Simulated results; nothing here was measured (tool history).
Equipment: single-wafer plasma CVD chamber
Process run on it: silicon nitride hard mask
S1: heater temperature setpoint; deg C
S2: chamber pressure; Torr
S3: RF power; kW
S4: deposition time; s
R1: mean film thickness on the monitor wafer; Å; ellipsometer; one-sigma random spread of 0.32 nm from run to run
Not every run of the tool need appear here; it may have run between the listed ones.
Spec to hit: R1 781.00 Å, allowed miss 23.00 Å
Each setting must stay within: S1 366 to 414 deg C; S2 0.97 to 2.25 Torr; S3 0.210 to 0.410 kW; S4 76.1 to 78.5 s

{"run": 1, "day": 0.0, "S1": 390, "S2": 1.61, "S3": 0.31, "S4": 76.1, "R1": 880.4}
{"run": 2, "day": 0.375, "S1": 390, "S2": 1.84, "S3": 0.31, "S4": 76.1, "R1": 911.58}
{"run": 3, "day": 0.592, "S1": 399, "S2": 1.84, "S3": 0.31, "S4": 76.1, "R1": 905.76}
{"run": 4, "day": 0.917, "S1": 393, "S2": 1.84, "S3": 0.31, "S4": 76.1, "R1": 909.1}
{"run": 5, "day": 0.996, "S1": 393, "S2": 1.79, "S3": 0.305, "S4": 76.1, "R1": 900.68}
{"run": 6, "day": 1.238, "S1": 393, "S2": 2.0, "S3": 0.305, "S4": 76.1, "R1": 925.75}
{"run": 7, "day": 1.283, "S1": 393, "S2": 1.94, "S3": 0.3, "S4": 76.1, "R1": 902.88}
{"run": 8, "day": 1.654, "S1": 393, "S2": 1.89, "S3": 0.295, "S4": 76.1, "R1": 888.34}
{"run": 9, "day": 1.996, "S1": 393, "S2": 1.84, "S3": 0.29, "S4": 76.1, "R1": 874.75}
{"run": 10, "day": 2.158, "S1": 393, "S2": 1.8, "S3": 0.285, "S4": 76.1, "R1": 863.73}
{"run": 11, "day": 2.196, "S1": 393, "S2": 1.76, "S3": 0.28, "S4": 76.1, "R1": 848.87}
{"run": 12, "day": 2.392, "S1": 393, "S2": 1.73, "S3": 0.275, "S4": 76.1, "R1": 835.38}
{"run": 13, "day": 2.608, "S1": 393, "S2": 1.71, "S3": 0.27, "S4": 76.1, "R1": 826.65}
{"run": 14, "day": 2.9, "S1": 393, "S2": 1.69, "S3": 0.27, "S4": 76.1, "R1": 820.4}
{"run": 15, "day": 3.138, "S1": 393, "S2": 1.67, "S3": 0.27, "S4": 76.1, "R1": 815.95}
{"run": 16, "day": 3.279, "S1": 393, "S2": 1.65, "S3": 0.27, "S4": 76.1, "R1": 818.33}
{"run": 17, "day": 3.317, "S1": 393, "S2": 1.63, "S3": 0.27, "S4": 76.1, "R1": 810.34}
{"run": 18, "day": 3.446, "S1": 393, "S2": 1.62, "S3": 0.27, "S4": 76.1, "R1": 814.44}
{"run": 19, "day": 3.725, "S1": 393, "S2": 1.61, "S3": 0.27, "S4": 76.1, "R1": 808.95}
{"run": 20, "day": 3.908, "S1": 393, "S2": 1.6, "S3": 0.27, "S4": 76.1, "R1": 805.5}

Next run, 4 choices. One meets every target within its allowed miss, the rest don't. Which?
{"run": "A", "day": 4.092, "S1": 394, "S2": 1.16, "S3": 0.25, "S4": 78.5, "R1": "?"}
{"run": "B", "day": 4.092, "S1": 391, "S2": 1.4, "S3": 0.25, "S4": 76.1, "R1": "?"}
{"run": "C", "day": 4.092, "S1": 395, "S2": 1.44, "S3": 0.24, "S4": 76.1, "R1": "?"}
{"run": "D", "day": 4.092, "S1": 400, "S2": 1.27, "S3": 0.29, "S4": 76.1, "R1": "?"}

move=A R1=730.07
move=B R1=748.16
move=C R1=734.15
move=D R1=792.29
A: the result that was furthest off in the last run now lies on the other side of its target
B: the result that was furthest off in the last run now lies on the other side of its target
C: the result that was furthest off in the last run now lies on the other side of its target
D: every result within its allowed miss
The right move is D.

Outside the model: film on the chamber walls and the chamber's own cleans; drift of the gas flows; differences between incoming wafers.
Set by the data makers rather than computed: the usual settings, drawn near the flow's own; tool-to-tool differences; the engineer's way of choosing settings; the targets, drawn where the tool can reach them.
